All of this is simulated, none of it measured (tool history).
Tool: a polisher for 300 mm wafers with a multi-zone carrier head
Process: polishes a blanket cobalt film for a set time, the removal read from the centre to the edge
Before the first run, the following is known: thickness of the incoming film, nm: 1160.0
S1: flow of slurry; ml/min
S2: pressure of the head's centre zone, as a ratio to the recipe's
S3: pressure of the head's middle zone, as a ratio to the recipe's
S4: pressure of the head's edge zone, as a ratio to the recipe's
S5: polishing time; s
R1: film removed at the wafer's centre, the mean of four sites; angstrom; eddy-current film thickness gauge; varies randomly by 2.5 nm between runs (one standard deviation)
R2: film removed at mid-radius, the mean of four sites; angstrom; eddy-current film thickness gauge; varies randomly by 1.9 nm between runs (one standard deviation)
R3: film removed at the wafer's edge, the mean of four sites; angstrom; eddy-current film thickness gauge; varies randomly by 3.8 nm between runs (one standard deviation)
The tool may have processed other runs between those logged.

run 1 day=0 | S1=255 S2=1 S3=1 S4=1 S5=76 | R1=2979.7 R2=2931.9 R3=2935.2
run 2 day=0.292 | S1=270 S2=1.02 S3=1 S4=1.02 S5=76 | R1=3083.4 R2=3000.7 R3=2976.8
run 3 day=0.621 | S1=270 S2=1.02 S3=1 S4=1.02 S5=57 | R1=2340.2 R2=2239.5 R3=2201.3
run 4 day=0.792 | S1=270 S2=1.02 S3=1.06 S4=1.02 S5=57 | R1=2330.5 R2=2345.7 R3=2172.4
run 5 day=0.95 | S1=270 S2=1.03 S3=1.05 S4=1.05 S5=61 | R1=2522.5 R2=2506.5 R3=2419.9
run 6 day=1.317 | S1=270 S2=1.03 S3=0.99 S4=1.05 S5=61 | R1=2534.5 R2=2366.6 R3=2372.1
-- day=1.529 edge zone pressure recalibrated
run 7 day=1.529 | S1=260 S2=1.04 S3=1 S4=1.07 S5=64 | R1=2613 R2=2504.5 R3=2604.6

Run 8 is up next; what results do you expect?
run 8 day=1.683 | S1=270 S2=1.07 S3=1.01 S4=1.09 S5=65 | R1=? R2=? R3=?

For run 8 the tool returned R1 2790.5 angstrom, R2 2573.7 angstrom, R3 2740.6 angstrom.

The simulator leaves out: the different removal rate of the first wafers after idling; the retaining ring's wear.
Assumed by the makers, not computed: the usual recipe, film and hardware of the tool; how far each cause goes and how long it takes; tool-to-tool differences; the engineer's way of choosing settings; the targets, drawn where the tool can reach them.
